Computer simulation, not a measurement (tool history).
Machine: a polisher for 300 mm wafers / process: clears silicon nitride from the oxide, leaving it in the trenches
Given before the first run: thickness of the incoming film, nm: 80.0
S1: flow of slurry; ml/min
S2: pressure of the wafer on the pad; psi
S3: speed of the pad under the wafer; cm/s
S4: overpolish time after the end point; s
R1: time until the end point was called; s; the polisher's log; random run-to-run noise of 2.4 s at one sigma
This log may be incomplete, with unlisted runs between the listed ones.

| run | day | S1 | S2 | S3 | S4 | R1 |
|---|---|---|---|---|---|---|
| 1 | 0.000 | 220 | 2.8 | 84 | 16 | 110.430 |
| 2 | 0.162 | 220 | 2.6 | 82 | 16 | 116.350 |
| 3 | 0.500 | 220 | 3.2 | 82 | 16 | 101.630 |
| 4 | 0.629 | 220 | 3.0 | 78 | 16 | 111.930 |
| 5 | 0.783 | 220 | 3.0 | 98 | 16 | 88.913 |
| 6 | 0.875 | 220 | 2.8 | 92 | 16 | 102.030 |
| 7 | 0.942 | 210 | 2.0 | 68 | 16 | 161.990 |

Run 8 comes next. What will it give?
| 8 | 1.004 | 210 | 1.9 | 66 | 16 | ? |

{"run 8": {"R1": 169.49}}
